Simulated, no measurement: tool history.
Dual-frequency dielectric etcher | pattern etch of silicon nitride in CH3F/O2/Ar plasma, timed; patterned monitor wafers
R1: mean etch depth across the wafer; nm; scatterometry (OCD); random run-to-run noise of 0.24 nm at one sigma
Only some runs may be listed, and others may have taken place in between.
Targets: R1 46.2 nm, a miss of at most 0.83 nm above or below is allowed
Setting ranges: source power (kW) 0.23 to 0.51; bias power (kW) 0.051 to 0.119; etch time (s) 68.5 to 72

run 1 day=0 | source_power_(kW)=0.37 bias_power_(kW)=0.085 etch_time_(s)=68.5 | R1=50.301
run 2 day=0.15 | source_power_(kW)=0.35 bias_power_(kW)=0.084 etch_time_(s)=68.5 | R1=49.843
run 3 day=0.208 | source_power_(kW)=0.33 bias_power_(kW)=0.082 etch_time_(s)=68.5 | R1=47.848
run 4 day=0.521 | source_power_(kW)=0.33 bias_power_(kW)=0.092 etch_time_(s)=68.5 | R1=50.751
run 5 day=0.829 | source_power_(kW)=0.31 bias_power_(kW)=0.091 etch_time_(s)=68.5 | R1=49.362
run 6 day=1.096 | source_power_(kW)=0.31 bias_power_(kW)=0.103 etch_time_(s)=68.5 | R1=52.479
run 7 day=1.333 | source_power_(kW)=0.29 bias_power_(kW)=0.1 etch_time_(s)=68.5 | R1=50.384
run 8 day=1.567 | source_power_(kW)=0.28 bias_power_(kW)=0.099 etch_time_(s)=68.5 | R1=50.358
run 9 day=1.929 | source_power_(kW)=0.27 bias_power_(kW)=0.096 etch_time_(s)=68.5 | R1=48.806
run 10 day=2.138 | source_power_(kW)=0.26 bias_power_(kW)=0.095 etch_time_(s)=68.5 | R1=47.956
run 11 day=2.275 | source_power_(kW)=0.25 bias_power_(kW)=0.094 etch_time_(s)=68.5 | R1=47.378

Exercise: of the 5 proposed moves below, exactly one satisfies all targets within the stated allowed misses. Which move is it?
run A day=2.412 | source_power_(kW)=0.23 bias_power_(kW)=0.091 etch_time_(s)=72 | R1=?
run B day=2.412 | source_power_(kW)=0.23 bias_power_(kW)=0.101 etch_time_(s)=68.5 | R1=?
run C day=2.412 | source_power_(kW)=0.23 bias_power_(kW)=0.091 etch_time_(s)=69.5 | R1=?
run D day=2.412 | source_power_(kW)=0.23 bias_power_(kW)=0.08 etch_time_(s)=69.5 | R1=?
run E day=2.412 | source_power_(kW)=0.26 bias_power_(kW)=0.09 etch_time_(s)=70.5 | R1=?

move=A R1=47.937
move=B R1=47.692
move=C R1=46.273
move=D R1=43.799
move=E R1=48.205
A: the biggest miss grows against the last run
B: the biggest miss grows against the last run
C: every result within its allowed miss
D: pushes the last run's worst result past its target
E: the biggest miss grows against the last run
The right move is C.
